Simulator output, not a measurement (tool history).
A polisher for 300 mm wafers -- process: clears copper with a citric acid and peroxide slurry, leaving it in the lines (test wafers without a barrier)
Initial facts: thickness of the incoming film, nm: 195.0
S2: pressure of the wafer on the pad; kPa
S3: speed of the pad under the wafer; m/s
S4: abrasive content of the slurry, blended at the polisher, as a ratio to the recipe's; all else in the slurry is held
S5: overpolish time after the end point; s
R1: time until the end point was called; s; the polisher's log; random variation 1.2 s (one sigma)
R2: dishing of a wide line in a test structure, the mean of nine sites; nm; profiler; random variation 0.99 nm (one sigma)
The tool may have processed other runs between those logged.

Run 1, hour 0: flow of slurry (ml/min) 240, S2 17.9 kPa, S3 1.1 m/s, S4 1, S5 15 s. Result: R1 93.803 s, R2 23.443 nm.
Run 2, hour 2.1: flow of slurry (ml/min) 240, S2 17.9 kPa, S3 1.1 m/s, S4 0.9, S5 15 s. Result: R1 97.032 s, R2 22.804 nm.
Run 3, hour 8: flow of slurry (ml/min) 240, S2 19.3 kPa, S3 1.1 m/s, S4 0.9, S5 17 s. Result: R1 92.742 s, R2 27.071 nm.
Run 4, hour 16.2: flow of slurry (ml/min) 240, S2 20.7 kPa, S3 1.1 m/s, S4 0.9, S5 18 s. Result: R1 88.424 s, R2 29.942 nm.
Run 5, hour 21: flow of slurry (ml/min) 300, S2 20.7 kPa, S3 1.1 m/s, S4 0.9, S5 18 s. Result: R1 84.081 s, R2 31.055 nm.
Run 6, hour 22.2: flow of slurry (ml/min) 300, S2 20.7 kPa, S3 1.1 m/s, S4 0.9, S5 12 s. Result: R1 84.472 s, R2 21.394 nm.

Expected results for the next run?
Run 7, hour 24.4: flow of slurry (ml/min) 300, S2 21.4 kPa, S3 1.1 m/s, S4 0.9, S5 15 s. Result: R1 ?, R2 ?.

Run 7 yielded R1 81.175 s, R2 26.691 nm.

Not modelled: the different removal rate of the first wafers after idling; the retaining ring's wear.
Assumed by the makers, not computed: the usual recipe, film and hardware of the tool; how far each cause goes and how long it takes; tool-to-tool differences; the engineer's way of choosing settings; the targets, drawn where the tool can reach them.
